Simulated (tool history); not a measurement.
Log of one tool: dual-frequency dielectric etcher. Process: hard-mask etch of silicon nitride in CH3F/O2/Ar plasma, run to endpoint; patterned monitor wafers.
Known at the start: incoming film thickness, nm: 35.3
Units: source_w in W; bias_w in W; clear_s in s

run 1 day=0.000 | source_w=320 bias_w=74 | clear_s=59.507
run 2 day=0.200 | source_w=320 bias_w=81 | clear_s=58.091
run 3 day=0.308 | source_w=320 bias_w=74 | clear_s=60.231
run 4 day=0.500 | source_w=330 bias_w=75 | clear_s=58.703
run 5 day=0.783 | source_w=330 bias_w=66 | clear_s=61.573
run 6 day=1.142 | source_w=330 bias_w=60 | clear_s=63.509
run 7 day=1.404 | source_w=340 bias_w=62 | clear_s=61.284

The next listed run, before its measurement:
run 8 day=1.608 | source_w=350 bias_w=63 | clear_s=?

{"run 8": {"clear_s": 60.945}}
